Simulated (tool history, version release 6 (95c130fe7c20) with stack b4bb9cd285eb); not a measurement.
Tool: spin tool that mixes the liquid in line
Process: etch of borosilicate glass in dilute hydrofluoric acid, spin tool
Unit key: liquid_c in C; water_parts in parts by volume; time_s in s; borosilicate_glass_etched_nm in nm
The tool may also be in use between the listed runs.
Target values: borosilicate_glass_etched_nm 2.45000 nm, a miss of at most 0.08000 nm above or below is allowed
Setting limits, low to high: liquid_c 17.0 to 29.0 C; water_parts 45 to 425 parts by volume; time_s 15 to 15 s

| run | hour | liquid_c | water_parts | time_s | borosilicate_glass_etched_nm |
|---|---|---|---|---|---|
| 1 | 0.0 | 21.0 | 235 | 15 | 1.20800 |
| 2 | 8.8 | 21.0 | 315 | 15 | 0.83683 |
| 3 | 12.9 | 22.0 | 285 | 15 | 0.98917 |
| 4 | 13.7 | 23.0 | 260 | 15 | 1.13130 |
| 5 | 15.0 | 24.0 | 235 | 15 | 1.34170 |
| 6 | 21.9 | 22.0 | 235 | 15 | 1.25020 |
| 7 | 26.5 | 23.0 | 220 | 15 | 1.40190 |
| 8 | 33.7 | 24.0 | 205 | 15 | 1.59060 |
| 9 | 41.3 | 25.0 | 195 | 15 | 1.74400 |
| 10 | 43.2 | 25.5 | 190 | 15 | 1.83410 |
| 11 | 48.0 | 26.0 | 185 | 15 | 1.91530 |
| 12 | 51.5 | 26.5 | 180 | 15 | 2.05040 |

Next run, 4 choices. One meets every target within its allowed miss, the rest don't. Which?
| A | 55.0 | 27.5 | 160 | 15 | ? |
| B | 55.0 | 27.0 | 150 | 15 | ? |
| C | 55.0 | 28.0 | 155 | 15 | ? |
| D | 55.0 | 27.5 | 150 | 15 | ? |

| move | borosilicate_glass_etched_nm |
|---|---|
| A | 2.43260 |
| B | 2.57880 |
| C | 2.57330 |
| D | 2.62690 |
A: meets every target
B: the result that was furthest off in the last run now lies on the other side of its target
C: the result that was furthest off in the last run now lies on the other side of its target
D: the result that was furthest off in the last run now lies on the other side of its target
So the answer is move A, the one that meets all the targets.

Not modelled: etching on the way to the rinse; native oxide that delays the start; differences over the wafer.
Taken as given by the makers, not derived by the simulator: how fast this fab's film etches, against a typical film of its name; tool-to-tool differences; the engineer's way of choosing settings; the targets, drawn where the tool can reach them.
